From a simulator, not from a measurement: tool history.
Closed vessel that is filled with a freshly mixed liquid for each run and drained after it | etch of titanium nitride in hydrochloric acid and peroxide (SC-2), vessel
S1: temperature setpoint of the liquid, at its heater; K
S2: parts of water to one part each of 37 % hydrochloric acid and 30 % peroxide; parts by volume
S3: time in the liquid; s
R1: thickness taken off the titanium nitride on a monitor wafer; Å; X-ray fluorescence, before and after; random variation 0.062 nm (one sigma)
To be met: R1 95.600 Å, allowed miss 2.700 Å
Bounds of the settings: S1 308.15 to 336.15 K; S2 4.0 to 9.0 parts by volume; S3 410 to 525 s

run,hour,S1,S2,S3,R1
1,0.0,320.15,5.0,525,181.340
2,6.2,318.65,5.0,525,161.430
3,9.9,315.15,5.0,525,127.810
4,17.6,314.65,5.0,525,123.010
5,26.3,314.15,5.0,525,118.930
6,26.9,313.65,5.0,525,115.550
7,29.0,313.15,5.0,525,110.730
8,30.8,313.15,5.0,525,109.840
9,31.4,313.15,5.0,525,111.410
10,37.5,312.65,5.0,525,106.200
11,41.8,311.65,5.0,525,100.440

Which of these 4 next moves meets every target?
A,46.1,312.15,5.0,525,?
B,46.1,314.15,5.5,455,?
C,46.1,313.65,5.5,500,?
D,46.1,310.65,4.0,525,?

move,R1
A,102.900
B,95.934
C,101.760
D,107.790
A: further off than the last run
B: meets every target
C: further off than the last run
D: further off than the last run
The right move is B.
